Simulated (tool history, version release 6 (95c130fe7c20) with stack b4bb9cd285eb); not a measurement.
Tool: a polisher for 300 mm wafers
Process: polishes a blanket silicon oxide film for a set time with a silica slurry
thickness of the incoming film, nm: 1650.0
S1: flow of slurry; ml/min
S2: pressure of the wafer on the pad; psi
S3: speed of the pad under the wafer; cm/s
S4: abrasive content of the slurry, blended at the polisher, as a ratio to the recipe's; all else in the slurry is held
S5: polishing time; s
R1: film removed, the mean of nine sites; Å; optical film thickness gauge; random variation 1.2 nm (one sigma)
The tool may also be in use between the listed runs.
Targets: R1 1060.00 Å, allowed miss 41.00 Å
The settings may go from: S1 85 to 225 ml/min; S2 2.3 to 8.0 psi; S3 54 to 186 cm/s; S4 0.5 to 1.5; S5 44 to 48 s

run    day   S1   S2   S3   S4  S5       R1
  1  0.000  145  5.1  118  1.0  48  1884.70
  2  0.229  145  4.7  118  1.0  48  1749.80
  3  0.562  145  4.7  136  1.0  48  1961.20
  4  0.783  145  4.3  132  1.0  48  1746.90
  5  1.067  145  4.0  130  1.0  48  1635.50
  6  1.192  145  4.0  154  1.0  48  1819.70
  7  1.429  145  3.7  148  1.0  48  1677.00
  8  1.471  145  3.5  144  1.0  48  1557.80
  9  1.712  145  3.3  142  1.0  48  1432.30
 10  2.058  130  2.3  132  1.0  48   972.28
 11  2.267  135  2.3  132  1.0  48   948.93
 12  2.462  140  2.3  132  1.0  48   951.89
 13  2.688  140  2.4  132  1.0  48   999.89
 14  2.779  140  2.4  132  1.0  48  1014.10
 15  3.046  145  2.4  132  1.0  48   989.78

Which of these 4 next moves meets every target?
  A  3.312  150  3.0  108  1.2  47   ?
  B  3.312  110  2.8  130  0.9  44   ?
  C  3.312  150  2.5   94  1.4  48   ?
  D  3.312  110  2.4  172  0.8  48   ?

move       R1
   A  1142.40
   B   960.49
   C   940.80
   D  1050.90
A: takes the result that was furthest off past its target
B: further off than the last run
C: further off than the last run
D: meets every target
Move D is the one to make.

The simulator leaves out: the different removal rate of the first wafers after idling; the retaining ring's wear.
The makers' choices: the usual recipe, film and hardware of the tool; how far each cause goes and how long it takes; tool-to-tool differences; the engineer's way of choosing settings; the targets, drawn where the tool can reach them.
